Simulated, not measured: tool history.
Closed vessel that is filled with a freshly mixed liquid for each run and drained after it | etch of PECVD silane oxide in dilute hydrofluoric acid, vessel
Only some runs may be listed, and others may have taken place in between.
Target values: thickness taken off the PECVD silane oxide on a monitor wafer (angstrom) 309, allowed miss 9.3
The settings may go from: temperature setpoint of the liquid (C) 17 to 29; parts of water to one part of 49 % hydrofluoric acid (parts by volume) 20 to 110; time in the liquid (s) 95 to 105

run	hour	temperature setpoint of the liquid (C)	parts of water to one part of 49 % hydrofluoric acid (parts by volume)	time in the liquid (s)	thickness taken off the PECVD silane oxide on a monitor wafer (angstrom)
1	0	21	60	95	432.13
2	3.9	20	65	95	376.64
3	8.5	20	65	105	420.12
4	12	20	55	105	506.65
5	20	19.5	60	105	444.92
6	21.8	19	65	105	404.62
7	24.5	19	65	105	406.03
8	28.8	18.5	70	105	367.38
9	34.4	18	70	105	361.16
10	43.1	17.5	75	105	327.24

Which single option among these 4 for the next run brings every result within its allowed miss of target? Just one does.
A	51.8	19	85	100	?
B	51.8	18.5	70	95	?
C	51.8	17	75	95	?
D	51.8	17	70	95	?

move	thickness taken off the PECVD silane oxide on a monitor wafer (angstrom)
A	286.94
B	329.61
C	287
D	309.17
A: moves the result that the last run missed by most past its target, out the other side
B: the biggest miss grows against the last run
C: moves the result that the last run missed by most past its target, out the other side
D: meets every target
D is the move that brings every result within its allowed miss.
